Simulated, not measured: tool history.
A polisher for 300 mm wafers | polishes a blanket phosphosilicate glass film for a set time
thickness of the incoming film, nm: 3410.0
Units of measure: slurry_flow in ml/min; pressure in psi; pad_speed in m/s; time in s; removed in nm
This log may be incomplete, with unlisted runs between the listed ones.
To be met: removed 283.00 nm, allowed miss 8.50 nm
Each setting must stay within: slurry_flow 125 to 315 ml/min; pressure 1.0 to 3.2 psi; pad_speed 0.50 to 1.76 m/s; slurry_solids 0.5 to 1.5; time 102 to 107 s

run,hour,slurry_flow,pressure,pad_speed,slurry_solids,time,removed
1,0.0,205,2.1,1.12,1.0,102,598.94
2,6.2,205,2.1,1.12,0.9,102,565.27
3,11.1,200,1.8,1.06,0.9,102,477.60
4,12.7,230,1.8,1.06,0.9,102,484.37
5,15.7,225,1.6,1.00,0.9,102,421.57
6,24.5,225,1.4,0.96,0.9,102,369.92
7,33.3,220,1.3,0.94,0.9,102,339.00
8,35.6,220,1.3,0.94,0.9,102,338.96
9,43.1,220,1.3,0.94,0.9,102,335.97
10,52.1,205,1.0,0.90,0.9,102,262.15
11,53.3,210,1.0,0.90,0.9,102,262.44
12,53.9,215,1.0,0.90,0.9,102,264.58
13,58.2,220,1.0,0.90,0.9,102,262.10
14,62.6,225,1.0,0.90,0.9,102,264.09

4 candidate next runs follow, results not yet known. Just one meets every target within its allowed miss. Identify it.
A,67.0,220,1.5,0.72,0.8,107,?
B,67.0,140,1.2,0.84,0.8,106,?
C,67.0,240,1.2,0.90,0.8,102,?
D,67.0,260,1.4,0.60,0.8,106,?

move,removed
A,299.17
B,260.63
C,285.56
D,247.35
A: moves the result that the last run missed by most past its target, out the other side
B: moves away from the targets compared with the last run
C: each result inside its tolerance
D: moves away from the targets compared with the last run
Correct choice: C, which meets every target
